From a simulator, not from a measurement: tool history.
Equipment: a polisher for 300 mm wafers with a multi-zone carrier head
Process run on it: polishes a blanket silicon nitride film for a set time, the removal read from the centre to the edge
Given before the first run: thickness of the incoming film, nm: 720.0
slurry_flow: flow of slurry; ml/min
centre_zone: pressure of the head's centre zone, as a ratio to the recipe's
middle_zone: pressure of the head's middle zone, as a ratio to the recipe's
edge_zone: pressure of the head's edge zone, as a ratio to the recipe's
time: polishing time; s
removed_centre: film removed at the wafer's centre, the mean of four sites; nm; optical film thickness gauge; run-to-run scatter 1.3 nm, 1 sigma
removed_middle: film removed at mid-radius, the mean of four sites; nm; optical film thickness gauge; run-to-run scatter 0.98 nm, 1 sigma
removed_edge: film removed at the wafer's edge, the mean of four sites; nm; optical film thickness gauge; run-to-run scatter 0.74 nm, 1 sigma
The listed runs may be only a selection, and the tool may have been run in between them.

run	hour	slurry_flow	centre_zone	middle_zone	edge_zone	time	removed_centre	removed_middle	removed_edge
1	0	130	1	1	1	49	65.663	71.334	70.135
2	6	140	1.04	1	1.03	50	71.676	73.101	73.323
3	8.9	120	1.04	1	1.03	50	69.517	71.554	70.844
4	16.6	130	1.04	1	1.03	50	69.252	72.966	73.029
5	22.7	150	1.04	1	1.03	50	70.61	75.305	74.396
6	23.7	150	1.07	0.99	1.03	52	75.844	76.507	76.825

Predict the results of run 7:
7	31.2	150	1.1	0.99	1.04	54	?	?	?

Run 7 produced removed_centre 81.376 nm, removed_middle 79.754 nm, removed_edge 80.687 nm.

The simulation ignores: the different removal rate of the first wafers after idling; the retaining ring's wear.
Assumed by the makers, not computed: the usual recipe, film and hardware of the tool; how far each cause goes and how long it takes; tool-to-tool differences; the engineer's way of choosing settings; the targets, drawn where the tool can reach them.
